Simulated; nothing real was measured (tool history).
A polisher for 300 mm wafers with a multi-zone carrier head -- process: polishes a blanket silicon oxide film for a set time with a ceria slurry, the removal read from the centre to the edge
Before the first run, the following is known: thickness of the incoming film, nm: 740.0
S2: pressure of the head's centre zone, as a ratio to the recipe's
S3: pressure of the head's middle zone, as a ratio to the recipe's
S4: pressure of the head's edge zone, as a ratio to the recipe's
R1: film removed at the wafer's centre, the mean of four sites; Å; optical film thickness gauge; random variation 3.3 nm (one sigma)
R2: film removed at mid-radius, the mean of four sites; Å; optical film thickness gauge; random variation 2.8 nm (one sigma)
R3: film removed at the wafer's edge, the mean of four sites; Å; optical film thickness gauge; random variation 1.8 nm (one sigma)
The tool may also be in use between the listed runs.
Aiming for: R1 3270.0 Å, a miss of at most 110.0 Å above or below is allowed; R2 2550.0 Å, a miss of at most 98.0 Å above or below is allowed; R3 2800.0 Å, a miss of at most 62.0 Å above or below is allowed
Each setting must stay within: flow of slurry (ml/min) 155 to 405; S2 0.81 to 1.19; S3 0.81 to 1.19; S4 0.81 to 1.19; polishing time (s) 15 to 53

run 1 hour=0.0 | flow_of_slurry_(ml/min)=260 S2=1.00 S3=1.00 S4=1.00 polishing_time_(s)=34 | R1=2296.7 R2=2242.5 R3=2206.9
run 2 hour=8.0 | flow_of_slurry_(ml/min)=260 S2=1.00 S3=1.00 S4=1.00 polishing_time_(s)=38 | R1=2593.0 R2=2473.5 R3=2495.3
run 3 hour=9.9 | flow_of_slurry_(ml/min)=260 S2=1.00 S3=1.07 S4=1.00 polishing_time_(s)=38 | R1=2542.1 R2=2682.7 R3=2454.6
run 4 hour=12.5 | flow_of_slurry_(ml/min)=260 S2=1.00 S3=1.07 S4=1.09 polishing_time_(s)=38 | R1=2535.4 R2=2614.1 R3=2546.7
run 5 hour=21.2 | flow_of_slurry_(ml/min)=275 S2=1.04 S3=1.05 S4=1.11 polishing_time_(s)=38 | R1=2694.6 R2=2548.3 R3=2570.2
run 6 hour=23.7 | flow_of_slurry_(ml/min)=275 S2=1.04 S3=1.01 S4=1.11 polishing_time_(s)=38 | R1=2639.7 R2=2528.8 R3=2606.8
run 7 hour=28.7 | flow_of_slurry_(ml/min)=345 S2=1.14 S3=0.93 S4=1.13 polishing_time_(s)=39 | R1=3085.5 R2=2482.8 R3=2734.6
-- hour=30.6 edge zone pressure recalibrated
run 8 hour=30.6 | flow_of_slurry_(ml/min)=350 S2=1.15 S3=0.93 S4=1.14 polishing_time_(s)=39 | R1=3108.3 R2=2453.6 R3=2838.4
run 9 hour=37.1 | flow_of_slurry_(ml/min)=350 S2=1.16 S3=0.94 S4=1.13 polishing_time_(s)=39 | R1=3138.7 R2=2487.8 R3=2793.3

Below are 5 possible settings for the next run. Only one of them brings all results inside the allowed miss of their targets. Which is it?
run A hour=43.6 | flow_of_slurry_(ml/min)=340 S2=1.18 S3=0.86 S4=1.17 polishing_time_(s)=40 | R1=? R2=? R3=?
run B hour=43.6 | flow_of_slurry_(ml/min)=335 S2=1.19 S3=0.94 S4=1.07 polishing_time_(s)=40 | R1=? R2=? R3=?
run C hour=43.6 | flow_of_slurry_(ml/min)=400 S2=1.10 S3=0.96 S4=1.19 polishing_time_(s)=38 | R1=? R2=? R3=?
run D hour=43.6 | flow_of_slurry_(ml/min)=340 S2=1.12 S3=0.96 S4=1.11 polishing_time_(s)=39 | R1=? R2=? R3=?
run E hour=43.6 | flow_of_slurry_(ml/min)=355 S2=1.16 S3=0.96 S4=1.19 polishing_time_(s)=38 | R1=? R2=? R3=?

move=A R1=3295.9 R2=2355.6 R3=2936.6
move=B R1=3320.9 R2=2532.8 R3=2815.9
move=C R1=2963.0 R2=2486.4 R3=2837.2
move=D R1=3051.2 R2=2517.6 R3=2792.4
move=E R1=3092.8 R2=2461.7 R3=2816.1
A: the worst result of the last run now meets its target, but another is out of spec
B: in spec on every target
C: its largest miss is bigger than the last run's
D: its largest miss is bigger than the last run's
E: its largest miss is bigger than the last run's
So the answer is move B, the one that meets all the targets.
